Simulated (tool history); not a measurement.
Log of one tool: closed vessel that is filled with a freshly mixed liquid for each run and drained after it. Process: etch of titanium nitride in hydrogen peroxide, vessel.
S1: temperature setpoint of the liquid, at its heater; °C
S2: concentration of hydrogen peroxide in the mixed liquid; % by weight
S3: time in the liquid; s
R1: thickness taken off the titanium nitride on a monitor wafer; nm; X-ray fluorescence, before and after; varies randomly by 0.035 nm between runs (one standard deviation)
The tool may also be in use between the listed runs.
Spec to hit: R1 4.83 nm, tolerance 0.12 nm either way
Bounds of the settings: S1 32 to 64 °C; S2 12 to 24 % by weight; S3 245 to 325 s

run	day	S1	S2	S3	R1
1	0	48	16	325	9.8506
2	0.1	46	16	325	8.5451
3	0.179	40	16	325	5.4226
4	0.442	36	16	325	4.0691
5	0.788	36	13.5	325	3.9034
6	1.017	36.5	13.5	325	4.082
7	1.379	37	13.5	325	4.1882
8	1.467	39.5	13.5	325	5.046

4 candidate next runs follow, results not yet known. Just one meets every target within its allowed miss. Identify it.
A	1.554	43.5	13.5	245	?
B	1.554	39	12.5	325	?
C	1.554	39.5	14.5	315	?
D	1.554	43	16.5	255	?

move	R1
A	5.2206
B	4.8542
C	5.0422
D	5.461
A: further off than the last run
B: all results land within tolerance of their targets
C: roughly where the last run was
D: further off than the last run
B is the move that brings every result within its allowed miss.
